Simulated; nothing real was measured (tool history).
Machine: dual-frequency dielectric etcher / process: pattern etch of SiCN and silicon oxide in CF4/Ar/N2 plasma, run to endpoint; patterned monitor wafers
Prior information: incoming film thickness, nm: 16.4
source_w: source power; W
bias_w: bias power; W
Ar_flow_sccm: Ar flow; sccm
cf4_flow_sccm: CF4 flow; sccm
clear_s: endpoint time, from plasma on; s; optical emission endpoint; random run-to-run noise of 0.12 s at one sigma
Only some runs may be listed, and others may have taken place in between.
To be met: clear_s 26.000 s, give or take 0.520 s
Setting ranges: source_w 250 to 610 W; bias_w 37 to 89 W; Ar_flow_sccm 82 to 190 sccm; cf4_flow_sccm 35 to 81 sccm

run,hour,source_w,bias_w,Ar_flow_sccm,cf4_flow_sccm,clear_s
1,0.0,430,63,136,58,20.227
2,4.1,430,63,136,48,20.686
3,7.7,350,63,136,48,24.334
4,13.5,350,70,136,48,22.819
5,14.5,340,70,136,48,23.302
6,19.4,330,70,136,48,23.877
7,26.3,320,70,136,48,24.413
8,31.6,280,70,136,48,26.787

Exercise: of the 4 proposed moves below, exactly one satisfies all targets within the stated allowed misses. Which move is it?
A,36.9,280,66,127,43,?
B,36.9,270,73,131,46,?
C,36.9,280,65,138,51,?
D,36.9,280,69,128,56,?

move,clear_s
A,27.654
B,26.799
C,27.585
D,26.062
A: misses by more than the last run did
B: just as far off the targets as the last run
C: misses by more than the last run did
D: each result inside its tolerance
Move D is the one to make.
